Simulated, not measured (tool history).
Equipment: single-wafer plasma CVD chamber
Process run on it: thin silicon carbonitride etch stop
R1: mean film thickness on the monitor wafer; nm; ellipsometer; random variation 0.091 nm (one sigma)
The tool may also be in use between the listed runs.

{"run": 1, "hour": 0.0, "RF power (W)": 230, "deposition time (s)": 23.3, "R1": 15.774}
{"run": 2, "hour": 8.0, "RF power (W)": 235, "deposition time (s)": 23.6, "R1": 15.825}
{"run": 3, "hour": 11.6, "RF power (W)": 240, "deposition time (s)": 24.1, "R1": 16.406}
{"run": 4, "hour": 14.2, "RF power (W)": 255, "deposition time (s)": 24.1, "R1": 16.805}
{"run": 5, "hour": 20.1, "RF power (W)": 260, "deposition time (s)": 24.3, "R1": 16.892}
{"run": 6, "hour": 22.5, "RF power (W)": 260, "deposition time (s)": 21.7, "R1": 15.045}
{"run": 7, "hour": 30.1, "RF power (W)": 265, "deposition time (s)": 22.2, "R1": 15.534}
{"run": 8, "hour": 34.0, "RF power (W)": 270, "deposition time (s)": 22.7, "R1": 15.865}

Run 9 comes next. What will it give?
{"run": 9, "hour": 37.7, "RF power (W)": 275, "deposition time (s)": 23.1, "R1": "?"}

Run 9 yielded R1 16.212 nm.

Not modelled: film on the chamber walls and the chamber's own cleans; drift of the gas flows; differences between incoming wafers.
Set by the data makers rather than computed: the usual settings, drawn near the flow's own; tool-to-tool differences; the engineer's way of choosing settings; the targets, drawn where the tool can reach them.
